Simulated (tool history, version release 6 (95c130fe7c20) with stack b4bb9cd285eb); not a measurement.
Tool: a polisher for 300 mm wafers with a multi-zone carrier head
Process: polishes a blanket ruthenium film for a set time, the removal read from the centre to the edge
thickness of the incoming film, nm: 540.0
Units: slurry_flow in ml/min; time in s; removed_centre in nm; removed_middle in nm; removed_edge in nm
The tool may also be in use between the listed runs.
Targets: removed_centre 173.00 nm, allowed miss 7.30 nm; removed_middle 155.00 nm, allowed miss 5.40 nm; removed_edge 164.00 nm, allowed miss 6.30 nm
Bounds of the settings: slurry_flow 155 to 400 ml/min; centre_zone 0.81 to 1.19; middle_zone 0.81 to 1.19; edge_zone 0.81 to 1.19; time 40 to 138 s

run	hour	slurry_flow	centre_zone	middle_zone	edge_zone	time	removed_centre	removed_middle	removed_edge
1	0.0	255	1.00	1.00	1.00	88	105.99	109.83	107.79
2	7.9	255	1.00	1.00	1.00	96	116.38	119.41	121.72
3	16.3	225	1.00	1.00	1.00	96	111.59	118.60	118.84
4	24.9	190	1.00	1.00	1.00	96	114.31	114.26	117.25
5	29.9	190	1.00	1.00	0.93	96	114.82	114.45	112.50
6	36.7	195	1.04	1.00	0.96	103	123.72	124.30	123.38
7	37.7	195	1.08	0.97	0.95	111	140.71	130.46	132.29
8	43.0	205	1.10	0.97	0.98	115	150.15	135.44	138.89
9	49.9	215	1.11	0.98	1.01	118	155.53	142.44	145.73
10	55.1	225	1.12	0.98	1.03	120	163.02	144.94	151.12
11	63.8	235	1.12	0.99	1.05	121	159.31	146.70	153.75
12	70.8	240	1.13	0.99	1.05	122	165.21	150.08	156.80

Which of these 5 next moves meets every target?
A	77.8	170	1.10	0.95	0.98	136	?	?	?
B	77.8	315	1.02	0.97	1.09	137	?	?	?
C	77.8	215	1.06	1.00	1.08	128	?	?	?
D	77.8	260	1.05	0.90	1.19	124	?	?	?
E	77.8	215	1.09	0.94	1.19	134	?	?	?

move	removed_centre	removed_middle	removed_edge
A	169.93	154.23	162.05
B	170.70	168.92	180.70
C	159.09	155.92	163.26
D	155.95	141.09	168.98
E	171.22	154.92	179.78
A: meets every target
B: takes the result that was furthest off past its target
C: brings the result that was furthest off to its target, and leaves another outside
D: brings the result that was furthest off to its target, and leaves another outside
E: takes the result that was furthest off past its target
Answer: A

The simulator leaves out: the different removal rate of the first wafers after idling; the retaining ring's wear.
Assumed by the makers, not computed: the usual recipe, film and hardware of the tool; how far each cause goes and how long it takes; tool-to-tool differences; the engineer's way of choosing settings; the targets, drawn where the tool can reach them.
